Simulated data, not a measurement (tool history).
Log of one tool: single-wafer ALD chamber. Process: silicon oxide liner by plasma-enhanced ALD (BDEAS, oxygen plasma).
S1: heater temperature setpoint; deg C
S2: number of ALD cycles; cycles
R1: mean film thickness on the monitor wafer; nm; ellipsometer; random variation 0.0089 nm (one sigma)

run    day   S1  S2      R1
  1      0  320  28  2.6409
  2  0.238  320  31  2.9138
  3  0.475  322  28  2.6378
  4  0.671  312  28  2.6559
  5    0.7  316  28   2.641
  6  0.946  316  31  2.9292
  7  1.017  317  28   2.637

Forecast run 8:
  8  1.146  317  26   ?

Run 8 gave R1 2.4514 nm.

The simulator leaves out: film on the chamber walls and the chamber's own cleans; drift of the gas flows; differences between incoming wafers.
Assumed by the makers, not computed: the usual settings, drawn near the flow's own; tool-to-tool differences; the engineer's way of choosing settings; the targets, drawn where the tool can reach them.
